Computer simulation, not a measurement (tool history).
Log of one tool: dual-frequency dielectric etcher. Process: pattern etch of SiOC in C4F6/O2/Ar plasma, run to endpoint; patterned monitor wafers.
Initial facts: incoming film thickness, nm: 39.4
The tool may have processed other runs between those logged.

run	hour	bias power (W)	source power (W)	endpoint time (s)
1	0.0	626	400	11.936
2	7.1	658	410	11.570
3	15.1	682	410	11.442
4	16.2	682	370	11.599
5	24.1	598	370	12.274
6	32.4	598	320	12.879

For run 7, what comes out?
7	40.4	645	330	?

{"run 7": {"endpoint time (s)": 12.447}}
